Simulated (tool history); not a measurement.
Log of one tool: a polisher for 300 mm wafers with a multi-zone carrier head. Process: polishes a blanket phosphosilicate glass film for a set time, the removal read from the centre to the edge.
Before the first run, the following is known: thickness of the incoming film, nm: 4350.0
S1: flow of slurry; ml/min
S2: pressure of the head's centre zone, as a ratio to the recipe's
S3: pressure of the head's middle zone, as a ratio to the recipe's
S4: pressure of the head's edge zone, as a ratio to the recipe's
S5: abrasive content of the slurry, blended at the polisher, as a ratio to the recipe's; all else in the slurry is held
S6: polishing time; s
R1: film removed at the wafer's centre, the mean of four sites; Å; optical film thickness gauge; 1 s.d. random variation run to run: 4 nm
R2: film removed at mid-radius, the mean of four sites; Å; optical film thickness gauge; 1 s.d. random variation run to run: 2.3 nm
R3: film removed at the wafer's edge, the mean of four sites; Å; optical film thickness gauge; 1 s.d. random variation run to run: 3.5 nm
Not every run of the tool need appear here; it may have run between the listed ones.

run,day,S1,S2,S3,S4,S5,S6,R1,R2,R3
1,0,195,1,1,1,1,84,5289.3,5256.3,5321.2
2,0.125,195,1,1,1,1,70,4452.9,4443.6,4498.4
3,0.271,195,1,1,1.07,1,70,4281.1,4410.8,4611.8
4,0.479,190,0.96,1,1.02,0.85,66,3496.3,3630.8,3757.5
5,0.792,190,0.96,1.04,1.02,0.85,66,3517.5,3797.2,3795.9
6,1.054,190,0.96,1.04,1.02,0.95,66,3842.9,4124.4,4004.8
7,1.425,175,0.91,1.02,0.98,0.9,65,3366.4,3784.7,3742.3
8,1.746,175,0.91,0.98,0.88,0.65,63,2375.2,2554.5,2503.3
9,1.892,190,0.92,1,0.92,0.65,63,2488.7,2656,2660.1
10,2.004,190,0.92,1,0.92,0.65,63,2461.9,2631.1,2591.3
11,2.258,190,0.92,1,0.92,0.65,63,2435.2,2639.4,2569.2
12,2.483,185,0.94,1.03,0.96,0.65,63,2398.4,2707.7,2604.5
13,2.758,215,0.93,1.04,0.97,0.65,63,2474,2763.5,2700.4
14,2.896,215,0.96,1.05,1,0.65,63,2537.9,2766.8,2743.7

Run 15 is up next; what results do you expect?
15,2.946,215,0.98,1.07,1.02,0.65,63,?,?,?

Run 15 measured R1 2605.9 Å, R2 2859.3 Å, R3 2756.5 Å.
